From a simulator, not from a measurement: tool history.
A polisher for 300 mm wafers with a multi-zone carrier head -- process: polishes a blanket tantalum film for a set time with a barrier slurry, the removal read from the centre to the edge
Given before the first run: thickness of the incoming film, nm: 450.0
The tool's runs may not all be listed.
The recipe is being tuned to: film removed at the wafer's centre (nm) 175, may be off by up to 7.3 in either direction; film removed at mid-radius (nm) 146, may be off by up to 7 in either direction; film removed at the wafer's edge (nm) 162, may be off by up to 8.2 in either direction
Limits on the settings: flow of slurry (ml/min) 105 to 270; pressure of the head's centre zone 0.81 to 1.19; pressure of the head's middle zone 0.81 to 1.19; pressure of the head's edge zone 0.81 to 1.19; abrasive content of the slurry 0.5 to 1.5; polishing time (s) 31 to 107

run,hour,flow of slurry (ml/min),pressure of the head's centre zone,pressure of the head's middle zone,pressure of the head's edge zone,abrasive content of the slurry,polishing time (s),film removed at the wafer's centre (nm),film removed at mid-radius (nm),film removed at the wafer's edge (nm)
1,0,175,1,1,1,1,69,110.1,107.13,110.19
2,2.7,175,1,1,0.93,1,69,108.36,108.03,109.05
3,8,175,1,1,0.87,1,69,111.19,107.56,105.96
4,12.2,175,1.01,0.99,0.88,1.05,71,116.04,109.29,113.41
5,15.6,180,1.02,1,0.88,1.1,72,118.32,113.3,115.86
# hour 17.1: slurry nozzle cleaned
6,17.1,180,1.04,1,0.88,1.15,74,140.79,127.4,121.27
7,18.3,180,1.03,0.99,0.89,1.2,75,139.03,128.79,129.53
8,22,215,1.13,0.99,0.99,1.45,78,170.91,142.9,146.2
9,30,215,1.13,0.98,1,1.45,78,169.84,142.08,147.03
10,30.7,215,1.13,0.97,1.01,1.45,78,166.55,137.25,148.95
11,37.9,215,1.13,0.97,1.01,1.45,78,167.04,140.36,147.85
12,39.2,215,1.13,0.97,1.01,1.45,78,168.43,141.38,145.28
13,42.3,215,1.13,0.96,1.02,1.45,79,172.94,138.05,148.63

Which one of the following 4 next-run settings gets every result inside its allowed miss? There is exactly one.
A,45.4,225,1.04,0.81,1.01,1.5,86,?,?,?
B,45.4,260,1.19,0.94,1.02,1.4,73,?,?,?
C,45.4,215,1.1,0.95,1.08,1.45,83,?,?,?
D,45.4,245,1.16,0.99,0.95,1.45,77,?,?,?

move,film removed at the wafer's centre (nm),film removed at mid-radius (nm),film removed at the wafer's edge (nm)
A,170.79,134.53,163.37
B,164.72,129.48,138.87
C,171.28,146.26,159.86
D,169.74,142.7,142.72
A: brings the last run's worst result on target, with another outside its allowed miss
B: lands further from the targets than the last run did
C: all results in spec
D: lands further from the targets than the last run did
C meets every target.

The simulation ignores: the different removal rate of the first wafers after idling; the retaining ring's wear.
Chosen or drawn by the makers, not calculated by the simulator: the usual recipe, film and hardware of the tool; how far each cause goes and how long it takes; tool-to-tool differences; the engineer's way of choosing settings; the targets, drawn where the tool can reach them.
